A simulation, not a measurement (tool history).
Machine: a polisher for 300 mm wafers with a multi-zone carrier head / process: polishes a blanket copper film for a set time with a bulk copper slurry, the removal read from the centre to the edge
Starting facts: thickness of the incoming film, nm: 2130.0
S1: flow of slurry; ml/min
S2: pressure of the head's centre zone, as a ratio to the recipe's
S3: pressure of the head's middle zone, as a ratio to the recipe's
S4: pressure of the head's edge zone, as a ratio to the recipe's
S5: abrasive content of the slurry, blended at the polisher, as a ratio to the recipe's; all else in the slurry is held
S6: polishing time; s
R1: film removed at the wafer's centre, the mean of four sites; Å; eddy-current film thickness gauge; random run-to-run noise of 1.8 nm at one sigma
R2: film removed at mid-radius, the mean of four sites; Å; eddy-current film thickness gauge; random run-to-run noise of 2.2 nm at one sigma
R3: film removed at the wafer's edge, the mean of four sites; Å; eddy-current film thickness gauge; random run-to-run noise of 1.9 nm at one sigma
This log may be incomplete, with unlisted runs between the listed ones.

{"run": 1, "hour": 0.0, "S1": 165, "S2": 1, "S3": 1, "S4": 1, "S5": 1, "S6": 44, "R1": 2074.9, "R2": 2300, "R3": 2436.7}
{"run": 2, "hour": 2.1, "S1": 165, "S2": 1, "S3": 1, "S4": 1.06, "S5": 1, "S6": 44, "R1": 2084, "R2": 2296.2, "R3": 2480.7}
{"run": 3, "hour": 10.0, "S1": 175, "S2": 1, "S3": 1, "S4": 1.07, "S5": 1, "S6": 44, "R1": 2105.8, "R2": 2361.9, "R3": 2494.5}
{"run": 4, "hour": 18.4, "S1": 180, "S2": 1.01, "S3": 0.99, "S4": 1.09, "S5": 1.05, "S6": 44, "R1": 2147.4, "R2": 2350.8, "R3": 2565}
{"run": 5, "hour": 20.3, "S1": 180, "S2": 1.01, "S3": 0.99, "S4": 1.09, "S5": 1.05, "S6": 52, "R1": 2577.5, "R2": 2788.2, "R3": 3002.5}
{"run": 6, "hour": 26.7, "S1": 180, "S2": 0.93, "S3": 0.99, "S4": 1.09, "S5": 1.05, "S6": 52, "R1": 2336.8, "R2": 2776.7, "R3": 2989.5}
{"run": 7, "hour": 29.8, "S1": 170, "S2": 0.94, "S3": 0.98, "S4": 1.06, "S5": 1, "S6": 52, "R1": 2345.4, "R2": 2690.6, "R3": 2946.8}
{"run": 8, "hour": 33.8, "S1": 170, "S2": 0.94, "S3": 0.98, "S4": 1.06, "S5": 1, "S6": 52, "R1": 2338.1, "R2": 2710.6, "R3": 2915}
{"run": 9, "hour": 40.6, "S1": 165, "S2": 0.95, "S3": 0.97, "S4": 1.04, "S5": 1, "S6": 52, "R1": 2351.3, "R2": 2702.7, "R3": 2931}
{"run": 10, "hour": 44.6, "S1": 160, "S2": 0.96, "S3": 0.96, "S4": 1.03, "S5": 0.95, "S6": 52, "R1": 2351, "R2": 2604.6, "R3": 2869.1}
{"run": 11, "hour": 47.9, "S1": 155, "S2": 0.97, "S3": 0.96, "S4": 1.02, "S5": 0.95, "S6": 52, "R1": 2345.4, "R2": 2640.2, "R3": 2838.4}

Estimate the outcome of run 12 from the log above:
{"run": 12, "hour": 56.3, "S1": 150, "S2": 0.98, "S3": 0.95, "S4": 1.01, "S5": 0.95, "S6": 52, "R1": "?", "R2": "?", "R3": "?"}

Run 12 came out at R1 2378 Å, R2 2566.2 Å, R3 2816.4 Å.
